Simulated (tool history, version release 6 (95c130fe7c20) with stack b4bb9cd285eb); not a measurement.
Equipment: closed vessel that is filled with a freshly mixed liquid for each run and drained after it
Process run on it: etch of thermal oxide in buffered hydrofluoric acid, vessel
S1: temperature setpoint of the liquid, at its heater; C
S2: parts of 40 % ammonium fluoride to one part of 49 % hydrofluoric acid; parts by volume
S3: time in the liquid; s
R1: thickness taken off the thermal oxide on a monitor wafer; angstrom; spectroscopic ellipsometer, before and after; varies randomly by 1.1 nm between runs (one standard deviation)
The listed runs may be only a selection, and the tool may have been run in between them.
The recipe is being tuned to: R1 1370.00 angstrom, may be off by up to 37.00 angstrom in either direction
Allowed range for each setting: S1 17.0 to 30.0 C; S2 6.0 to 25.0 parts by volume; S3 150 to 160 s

run	hour	S1	S2	S3	R1
1	0.0	22.0	15.5	150	995.87
2	5.1	22.0	13.5	150	1147.20
3	11.3	22.0	9.5	150	1568.40
4	16.1	22.0	12.0	150	1287.30
5	23.1	19.5	12.0	150	1108.30
6	25.5	20.5	12.0	150	1169.20
7	26.1	21.5	12.0	150	1248.40
8	30.9	22.0	12.0	150	1276.50
9	38.7	22.5	12.0	150	1314.10
10	39.6	22.5	12.0	150	1313.20

Below are 4 possible settings for the next run. Only one of them brings all results inside the allowed miss of their targets. Which is it?
A	40.5	22.0	13.5	155	?
B	40.5	23.5	12.0	160	?
C	40.5	24.0	13.0	155	?
D	40.5	25.0	14.0	150	?

move	R1
A	1187.60
B	1494.10
C	1375.50
D	1307.10
A: further off than the last run
B: pushes the last run's worst result past its target
C: hits every target within its allowed miss
D: further off than the last run
Answer: C
